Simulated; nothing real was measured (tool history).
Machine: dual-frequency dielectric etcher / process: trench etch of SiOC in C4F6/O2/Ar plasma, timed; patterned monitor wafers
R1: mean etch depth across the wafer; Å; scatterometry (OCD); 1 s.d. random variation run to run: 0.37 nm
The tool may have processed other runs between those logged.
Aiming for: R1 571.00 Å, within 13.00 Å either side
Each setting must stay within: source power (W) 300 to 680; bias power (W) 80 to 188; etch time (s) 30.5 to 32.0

Run 1, hour 0.0: source power (W) 490, bias power (W) 134, etch time (s) 30.5. Result: R1 626.01 Å.
Run 2, hour 1.6: source power (W) 490, bias power (W) 134, etch time (s) 32.0. Result: R1 657.85 Å.
Run 3, hour 4.4: source power (W) 440, bias power (W) 130, etch time (s) 32.0. Result: R1 625.54 Å.
Run 4, hour 5.4: source power (W) 440, bias power (W) 130, etch time (s) 32.0. Result: R1 623.07 Å.
Run 5, hour 12.3: source power (W) 420, bias power (W) 128, etch time (s) 32.0. Result: R1 609.08 Å.
Run 6, hour 19.2: source power (W) 400, bias power (W) 127, etch time (s) 32.0. Result: R1 597.25 Å.
Run 7, hour 24.3: source power (W) 390, bias power (W) 126, etch time (s) 32.0. Result: R1 591.33 Å.
Run 8, hour 30.3: source power (W) 390, bias power (W) 126, etch time (s) 32.0. Result: R1 599.25 Å.

Which one of the following 4 next-run settings gets every result inside its allowed miss? There is exactly one.
Run A, hour 36.3: source power (W) 330, bias power (W) 149, etch time (s) 32.0. Result: R1 ?.
Run B, hour 36.3: source power (W) 380, bias power (W) 128, etch time (s) 31.0. Result: R1 ?.
Run C, hour 36.3: source power (W) 390, bias power (W) 133, etch time (s) 32.0. Result: R1 ?.
Run D, hour 36.3: source power (W) 460, bias power (W) 124, etch time (s) 32.0. Result: R1 ?.

move      R1
   A  599.22
   B  579.90
   C  610.34
   D  631.19
A: roughly where the last run was
B: in spec on every target
C: moves away from the targets compared with the last run
D: moves away from the targets compared with the last run
B meets every target.
